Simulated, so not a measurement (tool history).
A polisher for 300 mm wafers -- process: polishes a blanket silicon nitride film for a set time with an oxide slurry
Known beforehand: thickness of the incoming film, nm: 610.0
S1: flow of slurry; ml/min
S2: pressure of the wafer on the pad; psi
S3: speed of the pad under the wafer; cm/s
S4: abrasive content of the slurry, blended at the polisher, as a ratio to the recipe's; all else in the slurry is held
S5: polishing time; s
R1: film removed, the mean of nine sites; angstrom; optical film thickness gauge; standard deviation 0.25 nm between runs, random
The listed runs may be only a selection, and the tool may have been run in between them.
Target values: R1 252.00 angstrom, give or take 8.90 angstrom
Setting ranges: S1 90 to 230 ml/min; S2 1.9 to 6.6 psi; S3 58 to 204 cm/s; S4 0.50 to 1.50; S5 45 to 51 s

{"run": 1, "hour": 0.0, "S1": 150, "S2": 4.2, "S3": 130, "S4": 1.0, "S5": 51, "R1": 451.57}
{"run": 2, "hour": 7.3, "S1": 125, "S2": 4.2, "S3": 130, "S4": 1.0, "S5": 51, "R1": 436.59}
{"run": 3, "hour": 15.7, "S1": 125, "S2": 4.2, "S3": 130, "S4": 1.0, "S5": 45, "R1": 383.29}
{"run": 4, "hour": 16.5, "S1": 120, "S2": 3.9, "S3": 130, "S4": 1.0, "S5": 45, "R1": 365.95}
{"run": 5, "hour": 23.1, "S1": 120, "S2": 3.9, "S3": 130, "S4": 1.15, "S5": 45, "R1": 385.05}
{"run": 6, "hour": 25.3, "S1": 120, "S2": 3.9, "S3": 130, "S4": 1.15, "S5": 51, "R1": 433.32}
{"run": 7, "hour": 26.1, "S1": 115, "S2": 2.7, "S3": 120, "S4": 1.15, "S5": 51, "R1": 312.2}
{"run": 8, "hour": 27.6, "S1": 115, "S2": 2.5, "S3": 118, "S4": 1.15, "S5": 51, "R1": 291.41}
{"run": 9, "hour": 34.7, "S1": 115, "S2": 2.4, "S3": 118, "S4": 1.15, "S5": 51, "R1": 281.98}
{"run": 10, "hour": 36.1, "S1": 115, "S2": 2.3, "S3": 118, "S4": 1.15, "S5": 51, "R1": 279.37}
{"run": 11, "hour": 40.5, "S1": 110, "S2": 1.9, "S3": 116, "S4": 1.15, "S5": 51, "R1": 237.2}
{"run": 12, "hour": 42.9, "S1": 115, "S2": 1.9, "S3": 116, "S4": 1.15, "S5": 51, "R1": 235.42}
{"run": 13, "hour": 50.9, "S1": 115, "S2": 2.2, "S3": 116, "S4": 1.15, "S5": 51, "R1": 266.76}

Pick the move, out of 4, that brings all results within their allowed miss; only one does.
{"run": "A", "hour": 58.9, "S1": 110, "S2": 1.9, "S3": 122, "S4": 1.25, "S5": 50, "R1": "?"}
{"run": "B", "hour": 58.9, "S1": 140, "S2": 2.8, "S3": 100, "S4": 1.2, "S5": 46, "R1": "?"}
{"run": "C", "hour": 58.9, "S1": 140, "S2": 2.3, "S3": 112, "S4": 1.2, "S5": 50, "R1": "?"}
{"run": "D", "hour": 58.9, "S1": 95, "S2": 2.8, "S3": 110, "S4": 0.95, "S5": 51, "R1": "?"}

move=A R1=247.07
move=B R1=270.79
move=C R1=271.74
move=D R1=267.93
A: each result inside its tolerance
B: the biggest miss grows against the last run
C: the biggest miss grows against the last run
D: the biggest miss grows against the last run
The move that meets every target is A.
